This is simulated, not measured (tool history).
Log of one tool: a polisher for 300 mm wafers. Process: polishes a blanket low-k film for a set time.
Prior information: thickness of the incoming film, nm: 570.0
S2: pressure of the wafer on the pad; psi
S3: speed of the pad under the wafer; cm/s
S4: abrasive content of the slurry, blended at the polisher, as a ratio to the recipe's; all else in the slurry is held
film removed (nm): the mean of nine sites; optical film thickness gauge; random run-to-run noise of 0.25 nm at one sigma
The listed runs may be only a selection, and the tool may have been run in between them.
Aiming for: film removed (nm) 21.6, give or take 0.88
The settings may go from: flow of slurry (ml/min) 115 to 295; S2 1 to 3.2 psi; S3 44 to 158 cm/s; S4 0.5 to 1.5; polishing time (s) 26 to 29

Run 1, hour 0: flow of slurry (ml/min) 190, S2 2.1 psi, S3 100 cm/s, S4 1, polishing time (s) 29. Result: film removed (nm) 15.377.
Run 2, hour 7.7: flow of slurry (ml/min) 190, S2 2.3 psi, S3 100 cm/s, S4 1, polishing time (s) 29. Result: film removed (nm) 17.054.
Run 3, hour 10.2: flow of slurry (ml/min) 190, S2 2.4 psi, S3 100 cm/s, S4 1, polishing time (s) 29. Result: film removed (nm) 17.728.
Run 4, hour 11.5: flow of slurry (ml/min) 190, S2 2.4 psi, S3 100 cm/s, S4 1, polishing time (s) 29. Result: film removed (nm) 17.85.
Run 5, hour 13.1: flow of slurry (ml/min) 190, S2 2.5 psi, S3 100 cm/s, S4 1, polishing time (s) 29. Result: film removed (nm) 17.928.
Run 6, hour 17.8: flow of slurry (ml/min) 190, S2 2.5 psi, S3 100 cm/s, S4 1, polishing time (s) 29. Result: film removed (nm) 18.87.
Run 7, hour 19.5: flow of slurry (ml/min) 190, S2 2.6 psi, S3 100 cm/s, S4 1, polishing time (s) 29. Result: film removed (nm) 19.119.
Run 8, hour 23: flow of slurry (ml/min) 190, S2 2.7 psi, S3 100 cm/s, S4 1, polishing time (s) 29. Result: film removed (nm) 19.931.
Run 9, hour 30: flow of slurry (ml/min) 190, S2 2.8 psi, S3 100 cm/s, S4 1, polishing time (s) 29. Result: film removed (nm) 20.689.

Next run, 5 choices. One meets every target within its allowed miss, the rest don't. Which?
Run A, hour 37: flow of slurry (ml/min) 230, S2 3 psi, S3 84 cm/s, S4 0.95, polishing time (s) 28. Result: film removed (nm) ?.
Run B, hour 37: flow of slurry (ml/min) 190, S2 2.5 psi, S3 114 cm/s, S4 1, polishing time (s) 28. Result: film removed (nm) ?.
Run C, hour 37: flow of slurry (ml/min) 175, S2 2.8 psi, S3 104 cm/s, S4 1.05, polishing time (s) 27. Result: film removed (nm) ?.
Run D, hour 37: flow of slurry (ml/min) 175, S2 2.8 psi, S3 106 cm/s, S4 1.1, polishing time (s) 29. Result: film removed (nm) ?.
Run E, hour 37: flow of slurry (ml/min) 180, S2 2.9 psi, S3 90 cm/s, S4 1.05, polishing time (s) 27. Result: film removed (nm) ?.

move  film removed (nm)
   A             20.139
   B             19.352
   C             19.923
   D             21.888
   E             19.306
A: misses by more than the last run did
B: misses by more than the last run did
C: misses by more than the last run did
D: each result inside its tolerance
E: misses by more than the last run did
So the answer is move D, the one that meets all the targets.

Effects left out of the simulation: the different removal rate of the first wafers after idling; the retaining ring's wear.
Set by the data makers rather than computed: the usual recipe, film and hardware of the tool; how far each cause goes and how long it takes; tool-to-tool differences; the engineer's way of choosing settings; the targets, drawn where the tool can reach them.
